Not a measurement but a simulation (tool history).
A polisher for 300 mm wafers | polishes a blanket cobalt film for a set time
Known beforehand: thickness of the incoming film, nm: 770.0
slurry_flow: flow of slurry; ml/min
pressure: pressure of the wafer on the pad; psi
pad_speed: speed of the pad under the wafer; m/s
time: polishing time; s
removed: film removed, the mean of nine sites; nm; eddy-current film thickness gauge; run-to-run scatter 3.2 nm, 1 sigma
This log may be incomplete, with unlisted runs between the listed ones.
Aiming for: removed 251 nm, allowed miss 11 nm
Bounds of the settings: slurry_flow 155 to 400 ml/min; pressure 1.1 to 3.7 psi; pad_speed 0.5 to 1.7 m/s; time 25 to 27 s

{"run": 1, "day": 0.0, "slurry_flow": 255, "pressure": 2.4, "pad_speed": 1.1, "time": 27, "removed": 182.21}
{"run": 2, "day": 0.175, "slurry_flow": 255, "pressure": 2.4, "pad_speed": 1, "time": 27, "removed": 165.08}
{"run": 3, "day": 0.471, "slurry_flow": 255, "pressure": 2.4, "pad_speed": 1.16, "time": 27, "removed": 190.35}
{"run": 4, "day": 0.5, "slurry_flow": 195, "pressure": 2.4, "pad_speed": 1.16, "time": 27, "removed": 186.02}
{"run": 5, "day": 0.842, "slurry_flow": 195, "pressure": 2.6, "pad_speed": 1.16, "time": 27, "removed": 199.1}
{"run": 6, "day": 1.154, "slurry_flow": 195, "pressure": 2.8, "pad_speed": 1.16, "time": 27, "removed": 220.64}
{"run": 7, "day": 1.262, "slurry_flow": 195, "pressure": 2.9, "pad_speed": 1.16, "time": 27, "removed": 225.67}
{"run": 8, "day": 1.338, "slurry_flow": 195, "pressure": 3, "pad_speed": 1.16, "time": 27, "removed": 232.07}
{"run": 9, "day": 1.367, "slurry_flow": 195, "pressure": 3.1, "pad_speed": 1.16, "time": 27, "removed": 236.12}

Which of these 4 next moves meets every target?
{"run": "A", "day": 1.396, "slurry_flow": 325, "pressure": 3.1, "pad_speed": 1.04, "time": 26, "removed": "?"}
{"run": "B", "day": 1.396, "slurry_flow": 220, "pressure": 2.9, "pad_speed": 1.44, "time": 27, "removed": "?"}
{"run": "C", "day": 1.396, "slurry_flow": 230, "pressure": 3.2, "pad_speed": 1.26, "time": 25, "removed": "?"}
{"run": "D", "day": 1.396, "slurry_flow": 190, "pressure": 3.5, "pad_speed": 1.22, "time": 27, "removed": "?"}

move=A removed=220.67
move=B removed=284.08
move=C removed=255.43
move=D removed=285.52
A: its largest miss is bigger than the last run's
B: moves the result that the last run missed by most past its target, out the other side
C: hits every target within its allowed miss
D: moves the result that the last run missed by most past its target, out the other side
C meets every target.
